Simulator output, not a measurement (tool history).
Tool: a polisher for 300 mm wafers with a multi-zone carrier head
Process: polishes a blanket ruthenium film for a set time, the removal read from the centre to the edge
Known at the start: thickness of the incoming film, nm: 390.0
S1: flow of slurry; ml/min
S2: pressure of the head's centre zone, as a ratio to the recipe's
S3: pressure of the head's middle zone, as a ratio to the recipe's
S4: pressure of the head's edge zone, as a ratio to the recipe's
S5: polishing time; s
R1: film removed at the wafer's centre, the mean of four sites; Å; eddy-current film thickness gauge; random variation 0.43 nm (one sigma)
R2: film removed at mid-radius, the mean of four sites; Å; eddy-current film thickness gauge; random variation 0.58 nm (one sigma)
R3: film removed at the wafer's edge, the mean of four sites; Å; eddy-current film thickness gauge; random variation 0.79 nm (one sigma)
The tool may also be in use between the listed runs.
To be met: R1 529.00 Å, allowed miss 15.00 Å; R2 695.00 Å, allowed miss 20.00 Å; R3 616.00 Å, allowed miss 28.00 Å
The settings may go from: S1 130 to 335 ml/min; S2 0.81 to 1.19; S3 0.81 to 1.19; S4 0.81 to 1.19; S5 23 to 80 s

run	hour	S1	S2	S3	S4	S5	R1	R2	R3
1	0.0	215	1.00	1.00	1.00	51	595.28	569.46	573.80
2	7.9	215	1.00	1.07	1.00	51	611.11	606.76	557.84
3	13.9	215	1.00	1.07	1.00	43	514.38	507.86	465.22
4	21.8	215	1.00	1.07	1.00	48	568.44	580.35	527.73
5	23.3	220	0.98	1.08	1.02	48	561.04	586.77	535.71
# hour 24.3: centre zone pressure recalibrated
6	24.3	230	0.96	1.09	1.04	48	506.43	592.61	545.53
7	30.4	240	0.96	1.10	1.05	48	514.94	584.66	554.87
8	35.0	240	0.95	1.11	1.05	49	519.30	613.48	574.90
9	38.5	245	0.95	1.12	1.05	49	520.54	612.10	570.82
10	39.4	245	0.95	1.12	1.05	49	520.66	613.77	569.51

Which of these 4 next moves meets every target?
A	40.3	205	0.85	1.14	1.01	56	?	?	?
B	40.3	265	0.90	1.10	1.00	50	?	?	?
C	40.3	265	0.84	1.16	1.19	51	?	?	?
D	40.3	230	0.99	1.19	0.96	49	?	?	?

move	R1	R2	R3
A	520.45	702.61	637.37
B	507.10	629.70	581.54
C	487.69	672.30	646.99
D	529.60	648.44	550.76
A: meets every target
B: nearer than the last run, and not there yet
C: nearer than the last run, and not there yet
D: nearer than the last run, and not there yet
Move A is the one to make.

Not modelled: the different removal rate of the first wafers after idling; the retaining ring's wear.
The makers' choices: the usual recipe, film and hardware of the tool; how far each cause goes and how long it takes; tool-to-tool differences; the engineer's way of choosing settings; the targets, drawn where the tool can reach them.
